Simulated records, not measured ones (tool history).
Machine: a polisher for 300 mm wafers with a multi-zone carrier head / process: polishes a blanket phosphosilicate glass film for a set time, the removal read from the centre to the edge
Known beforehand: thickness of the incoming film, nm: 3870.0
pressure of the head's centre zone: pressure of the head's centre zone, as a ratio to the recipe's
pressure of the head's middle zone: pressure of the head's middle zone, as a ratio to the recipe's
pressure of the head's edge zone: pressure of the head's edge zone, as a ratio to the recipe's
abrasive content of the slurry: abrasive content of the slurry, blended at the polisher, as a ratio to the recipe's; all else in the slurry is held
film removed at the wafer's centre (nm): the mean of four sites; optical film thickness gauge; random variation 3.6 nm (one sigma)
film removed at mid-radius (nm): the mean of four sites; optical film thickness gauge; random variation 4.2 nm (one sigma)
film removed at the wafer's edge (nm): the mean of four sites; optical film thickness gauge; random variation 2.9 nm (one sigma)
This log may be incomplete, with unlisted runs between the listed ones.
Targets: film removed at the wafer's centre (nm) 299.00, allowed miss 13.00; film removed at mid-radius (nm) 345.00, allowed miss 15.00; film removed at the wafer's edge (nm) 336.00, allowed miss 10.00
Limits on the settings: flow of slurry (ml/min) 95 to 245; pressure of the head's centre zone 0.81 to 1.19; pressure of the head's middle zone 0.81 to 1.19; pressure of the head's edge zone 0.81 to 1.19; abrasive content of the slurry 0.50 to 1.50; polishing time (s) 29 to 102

run	day	flow of slurry (ml/min)	pressure of the head's centre zone	pressure of the head's middle zone	pressure of the head's edge zone	abrasive content of the slurry	polishing time (s)	film removed at the wafer's centre (nm)	film removed at mid-radius (nm)	film removed at the wafer's edge (nm)
1	0.000	155	1.00	1.00	1.00	1.00	65	285.20	284.06	288.51
2	0.246	165	0.99	1.02	1.02	1.00	65	276.24	291.09	291.23
3	0.429	165	0.99	0.96	1.02	1.00	65	279.02	274.97	296.41
4	0.604	165	0.99	0.96	1.06	1.00	65	283.51	273.75	304.53
5	0.754	165	0.99	0.96	1.01	1.00	65	286.26	273.89	295.60
6	0.912	195	0.99	0.96	1.01	1.00	65	280.13	281.84	299.81
7	1.042	200	0.99	0.98	1.03	1.05	65	296.68	289.15	311.81
8	1.154	200	0.98	1.01	1.04	1.05	65	298.17	307.63	313.50
9	1.408	205	0.97	1.02	1.05	1.05	65	290.01	301.86	306.09
10	1.700	205	0.95	1.03	1.06	1.10	65	295.04	313.23	318.35
11	2.075	205	0.94	1.04	1.07	1.10	65	287.41	313.73	318.80
12	2.350	205	0.94	1.04	1.07	1.10	65	282.64	308.13	323.79
13	2.642	205	0.94	1.04	1.07	1.10	65	284.30	314.49	325.71

Next run, 4 choices. One meets every target within its allowed miss, the rest don't. Which?
A	2.933	210	0.95	1.03	1.14	1.05	65	?	?	?
B	2.933	195	0.97	0.96	1.19	1.05	66	?	?	?
C	2.933	185	0.94	1.09	1.08	1.20	66	?	?	?
D	2.933	220	0.87	1.11	0.92	0.90	74	?	?	?

move	film removed at the wafer's centre (nm)	film removed at mid-radius (nm)	film removed at the wafer's edge (nm)
A	284.27	310.32	323.07
B	291.33	293.92	332.17
C	298.61	346.38	336.97
D	274.69	349.06	311.13
A: misses by more than the last run did
B: misses by more than the last run did
C: every result lands within tolerance
D: the furthest-off result lands on target, but another misses its tolerance
Move C is the one to make.

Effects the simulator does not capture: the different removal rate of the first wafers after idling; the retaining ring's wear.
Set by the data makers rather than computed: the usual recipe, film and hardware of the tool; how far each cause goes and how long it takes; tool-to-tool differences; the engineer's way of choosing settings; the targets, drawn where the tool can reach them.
